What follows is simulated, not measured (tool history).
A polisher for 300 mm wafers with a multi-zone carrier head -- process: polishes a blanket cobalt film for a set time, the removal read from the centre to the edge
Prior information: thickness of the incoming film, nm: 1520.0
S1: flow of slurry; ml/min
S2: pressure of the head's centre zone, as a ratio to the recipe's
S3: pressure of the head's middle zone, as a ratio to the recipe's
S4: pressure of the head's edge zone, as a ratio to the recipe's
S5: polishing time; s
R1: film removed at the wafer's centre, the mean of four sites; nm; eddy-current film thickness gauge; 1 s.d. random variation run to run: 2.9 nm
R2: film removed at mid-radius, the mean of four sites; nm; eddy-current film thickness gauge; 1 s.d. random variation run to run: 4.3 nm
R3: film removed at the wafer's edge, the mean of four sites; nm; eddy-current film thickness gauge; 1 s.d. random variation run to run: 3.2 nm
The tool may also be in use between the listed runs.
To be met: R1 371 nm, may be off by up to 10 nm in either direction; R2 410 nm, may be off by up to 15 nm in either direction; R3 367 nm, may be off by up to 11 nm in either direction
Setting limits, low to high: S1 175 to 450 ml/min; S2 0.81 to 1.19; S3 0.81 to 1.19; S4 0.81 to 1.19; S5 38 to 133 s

run	day	S1	S2	S3	S4	S5	R1	R2	R3
1	0	290	1	1	1	85	392.22	403.51	406.01
2	0.104	290	1	1.05	1	85	392.78	427.23	401.26
3	0.133	285	1	1.05	0.98	85	389.87	419.95	408.39
4	0.217	285	1	1.05	0.98	94	434.25	464.9	452.9
5	0.588	295	1	1.06	0.98	91	424.99	457.9	431.14
6	0.688	295	1	1.06	0.98	72	336.32	362.06	339.02
7	1.062	295	1.01	1.07	0.99	73	334.53	368.22	342.65
8	1.188	350	1.09	1.13	1.02	78	401.82	416.8	381.08
9	1.462	340	1.08	1.13	1.02	78	392.76	417.87	379.31
# day 1.775: slurry nozzle cleaned
10	1.775	335	1.08	1.13	1.02	78	405.2	426.98	386.8
11	1.933	335	1.07	1.13	1.01	78	397.83	421.3	378.88
12	2.183	335	1.06	1.13	1.01	78	397.46	429.13	388

Of the 4 settings listed for the next run, only one would bring every result within its allowed miss of target. Which one?
A	2.433	265	1.07	1.17	1.06	74	?	?	?
B	2.433	315	0.99	1	1.12	84	?	?	?
C	2.433	365	1.02	1.17	1.01	77	?	?	?
D	2.433	360	0.94	1.11	1.12	80	?	?	?

move	R1	R2	R3
A	365.43	405.5	366.65
B	393.86	409.57	434
C	376.37	434.74	381.45
D	363.04	431.29	416.35
A: every result within its allowed miss
B: its largest miss is bigger than the last run's
C: the worst result of the last run now meets its target, but another is out of spec
D: the worst result of the last run now meets its target, but another is out of spec
Go with A: it meets all targets.
